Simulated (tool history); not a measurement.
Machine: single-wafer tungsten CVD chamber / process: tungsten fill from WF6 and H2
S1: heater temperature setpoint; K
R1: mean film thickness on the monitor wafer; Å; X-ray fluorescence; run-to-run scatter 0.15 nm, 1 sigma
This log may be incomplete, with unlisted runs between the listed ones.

run 1 hour=0.0 | S1=658.15 chamber_pressure_(mTorr)=52200 deposition_time_(s)=17.9 | R1=510.52
run 2 hour=8.7 | S1=658.15 chamber_pressure_(mTorr)=46300 deposition_time_(s)=17.9 | R1=478.58
run 3 hour=9.6 | S1=656.15 chamber_pressure_(mTorr)=46300 deposition_time_(s)=17.9 | R1=457.99
run 4 hour=15.4 | S1=661.15 chamber_pressure_(mTorr)=46300 deposition_time_(s)=17.9 | R1=512.27
run 5 hour=22.9 | S1=659.15 chamber_pressure_(mTorr)=46300 deposition_time_(s)=17.9 | R1=489.85
run 6 hour=27.2 | S1=659.15 chamber_pressure_(mTorr)=41200 deposition_time_(s)=17.9 | R1=456.08
run 7 hour=29.7 | S1=657.15 chamber_pressure_(mTorr)=41200 deposition_time_(s)=17.9 | R1=435.77
run 8 hour=34.7 | S1=656.15 chamber_pressure_(mTorr)=41200 deposition_time_(s)=17.9 | R1=425.76
run 9 hour=41.2 | S1=655.15 chamber_pressure_(mTorr)=41200 deposition_time_(s)=17.9 | R1=415.11

Estimate the outcome of run 10 from the log above:
run 10 hour=47.8 | S1=654.15 chamber_pressure_(mTorr)=41200 deposition_time_(s)=17.9 | R1=?

R1: 407.75 Å

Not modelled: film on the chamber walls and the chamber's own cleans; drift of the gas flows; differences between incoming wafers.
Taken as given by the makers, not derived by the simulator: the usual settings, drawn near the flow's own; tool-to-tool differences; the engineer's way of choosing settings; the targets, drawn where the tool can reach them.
